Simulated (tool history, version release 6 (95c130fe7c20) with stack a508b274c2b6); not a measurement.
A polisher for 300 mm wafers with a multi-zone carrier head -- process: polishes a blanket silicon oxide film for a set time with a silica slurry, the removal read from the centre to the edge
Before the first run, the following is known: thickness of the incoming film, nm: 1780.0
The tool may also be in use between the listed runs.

run,hour,flow of slurry (ml/min),pressure of the head's centre zone,pressure of the head's middle zone,pressure of the head's edge zone,abrasive content of the slurry,polishing time (s),film removed at the wafer's centre (Å),film removed at mid-radius (Å),film removed at the wafer's edge (Å)
1,0,230,1,1,1,1,38,887.5,897.84,900.73
2,4.2,230,1,1,1,1,46,1077.6,1101.5,1114.4
3,5.1,230,1,1,1,1,51,1192.8,1212.6,1181.1
4,12.6,230,0.93,1,1,1,51,1118,1190.5,1200.7
5,20.1,205,0.93,1,1,1,51,1084.3,1156.1,1208.1
6,26.1,205,0.93,1,1,1.2,51,1210,1333.4,1319.9
7,31.2,215,0.94,0.99,0.99,1.2,51,1236.8,1300.5,1315.4

For run 8, what comes out?
8,35.5,280,1.01,1.04,0.92,1.2,51,?,?,?

{"run 8": {"film removed at the wafer's centre (Å)": 1357.8, "film removed at mid-radius (Å)": 1411.5, "film removed at the wafer's edge (Å)": 1309.1}}

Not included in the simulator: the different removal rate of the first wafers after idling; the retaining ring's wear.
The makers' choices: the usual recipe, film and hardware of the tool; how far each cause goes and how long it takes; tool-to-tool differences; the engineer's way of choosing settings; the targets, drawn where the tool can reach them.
